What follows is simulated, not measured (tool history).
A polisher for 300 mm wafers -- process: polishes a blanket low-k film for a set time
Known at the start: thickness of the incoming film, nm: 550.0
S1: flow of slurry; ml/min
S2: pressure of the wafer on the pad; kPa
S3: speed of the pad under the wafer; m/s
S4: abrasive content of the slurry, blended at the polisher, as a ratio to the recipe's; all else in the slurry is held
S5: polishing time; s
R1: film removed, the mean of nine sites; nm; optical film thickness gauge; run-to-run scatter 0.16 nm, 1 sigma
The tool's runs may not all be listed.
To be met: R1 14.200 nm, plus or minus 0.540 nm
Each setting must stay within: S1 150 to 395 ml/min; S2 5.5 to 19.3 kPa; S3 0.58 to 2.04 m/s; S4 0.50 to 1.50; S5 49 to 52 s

run 1 hour=0.0 | S1=250 S2=12.4 S3=1.30 S4=1.00 S5=49 | R1=20.576
run 2 hour=7.5 | S1=250 S2=11.7 S3=1.30 S4=1.00 S5=49 | R1=18.755
run 3 hour=10.9 | S1=250 S2=11.0 S3=1.30 S4=1.00 S5=49 | R1=17.935
run 4 hour=17.5 | S1=250 S2=10.3 S3=1.30 S4=1.00 S5=49 | R1=16.716
run 5 hour=20.6 | S1=290 S2=10.3 S3=1.30 S4=1.00 S5=49 | R1=17.223
run 6 hour=21.3 | S1=320 S2=10.3 S3=1.30 S4=1.00 S5=49 | R1=17.149
run 7 hour=24.2 | S1=320 S2=9.7 S3=1.30 S4=1.00 S5=49 | R1=15.990
run 8 hour=32.7 | S1=320 S2=9.0 S3=1.30 S4=1.00 S5=49 | R1=14.856

5 next moves are on the table. One of them brings every result within its allowed miss. Which?
run A hour=41.2 | S1=320 S2=9.0 S3=1.22 S4=1.15 S5=49 | R1=?
run B hour=41.2 | S1=370 S2=11.0 S3=1.16 S4=0.90 S5=49 | R1=?
run C hour=41.2 | S1=310 S2=8.3 S3=1.18 S4=1.10 S5=52 | R1=?
run D hour=41.2 | S1=335 S2=13.1 S3=0.90 S4=0.95 S5=49 | R1=?
run E hour=41.2 | S1=275 S2=12.4 S3=0.90 S4=1.05 S5=49 | R1=?

move=A R1=15.402
move=B R1=16.352
move=C R1=14.421
move=D R1=16.053
move=E R1=15.655
A: misses by more than the last run did
B: misses by more than the last run did
C: all results in spec
D: misses by more than the last run did
E: misses by more than the last run did
Move C is the one to make.
